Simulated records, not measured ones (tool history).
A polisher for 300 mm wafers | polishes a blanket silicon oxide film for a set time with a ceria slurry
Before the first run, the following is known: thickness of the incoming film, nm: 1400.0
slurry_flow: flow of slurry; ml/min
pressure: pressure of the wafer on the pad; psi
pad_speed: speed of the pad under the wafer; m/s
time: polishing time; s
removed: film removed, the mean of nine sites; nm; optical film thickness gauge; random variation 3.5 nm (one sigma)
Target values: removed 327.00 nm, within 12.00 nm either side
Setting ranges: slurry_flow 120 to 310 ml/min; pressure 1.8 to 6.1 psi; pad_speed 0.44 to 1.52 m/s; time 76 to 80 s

run,hour,slurry_flow,pressure,pad_speed,time,removed
1,0.0,200,3.9,0.98,76,388.77
2,6.6,225,3.9,0.98,76,400.19
3,11.4,215,3.7,0.98,76,369.65
4,17.6,215,4.3,0.98,76,433.19
5,22.3,210,3.9,0.98,76,387.38
6,26.9,200,3.7,0.98,76,367.68
7,34.8,195,3.6,0.98,76,364.80
8,37.9,195,3.1,0.98,76,312.46

Consider the 4 candidate settings below. Which is the only one whose results all fall within their allowed miss of target?
A,41.0,190,2.9,1.00,79,?
B,41.0,230,2.3,1.26,80,?
C,41.0,185,3.0,1.00,76,?
D,41.0,185,3.2,0.98,79,?

move,removed
A,309.71
B,306.52
C,306.37
D,333.79
A: its largest miss is bigger than the last run's
B: its largest miss is bigger than the last run's
C: its largest miss is bigger than the last run's
D: in spec on every target
Answer: D

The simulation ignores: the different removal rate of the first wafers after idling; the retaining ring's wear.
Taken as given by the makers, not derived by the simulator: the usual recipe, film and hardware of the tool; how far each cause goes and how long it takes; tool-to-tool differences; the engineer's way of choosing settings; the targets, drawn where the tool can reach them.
